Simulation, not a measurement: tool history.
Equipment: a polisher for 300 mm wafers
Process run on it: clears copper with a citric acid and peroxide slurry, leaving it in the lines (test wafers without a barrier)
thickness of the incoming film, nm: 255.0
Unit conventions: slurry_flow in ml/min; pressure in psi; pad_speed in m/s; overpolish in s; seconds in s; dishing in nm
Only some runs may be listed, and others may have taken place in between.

run 1 hour=0 | slurry_flow=175 pressure=3.4 pad_speed=1.22 slurry_solids=1 overpolish=22 | seconds=83.926 dishing=46.826
run 2 hour=3.2 | slurry_flow=175 pressure=3.4 pad_speed=0.92 slurry_solids=1 overpolish=22 | seconds=110.72 dishing=37.696
run 3 hour=5.9 | slurry_flow=175 pressure=3.6 pad_speed=0.98 slurry_solids=0.95 overpolish=18 | seconds=98.092 dishing=34.569
run 4 hour=6.6 | slurry_flow=175 pressure=3.6 pad_speed=0.98 slurry_solids=0.95 overpolish=14 | seconds=100.4 dishing=27.252
run 5 hour=9.5 | slurry_flow=185 pressure=3.9 pad_speed=1 slurry_solids=0.85 overpolish=12 | seconds=94.727 dishing=24.775
run 6 hour=10.1 | slurry_flow=145 pressure=3.9 pad_speed=1 slurry_solids=0.85 overpolish=12 | seconds=98.062 dishing=24.38
run 7 hour=14 | slurry_flow=145 pressure=3.9 pad_speed=1 slurry_solids=0.85 overpolish=12 | seconds=97.986 dishing=23.5
run 8 hour=21.3 | slurry_flow=155 pressure=4.2 pad_speed=1 slurry_solids=0.8 overpolish=11 | seconds=91.258 dishing=23.366
run 9 hour=27.2 | slurry_flow=165 pressure=4.4 pad_speed=1 slurry_solids=0.75 overpolish=10 | seconds=90.006 dishing=22.826
run 10 hour=35.8 | slurry_flow=160 pressure=4.6 pad_speed=1.04 slurry_solids=0.7 overpolish=9 | seconds=82.98 dishing=20.879
run 11 hour=37.1 | slurry_flow=165 pressure=4.7 pad_speed=1.04 slurry_solids=0.7 overpolish=9 | seconds=82.68 dishing=21.192
run 12 hour=43.8 | slurry_flow=140 pressure=5.2 pad_speed=1.06 slurry_solids=0.7 overpolish=7 | seconds=77.336 dishing=18.619
run 13 hour=47.5 | slurry_flow=145 pressure=5.2 pad_speed=1.06 slurry_solids=0.7 overpolish=7 | seconds=77.272 dishing=18.337

Run 14 has not been measured yet. What should we expect?
run 14 hour=52.1 | slurry_flow=155 pressure=5.2 pad_speed=1.06 slurry_solids=0.7 overpolish=7 | seconds=? dishing=?

seconds: 76.097 s
dishing: 18.875 nm
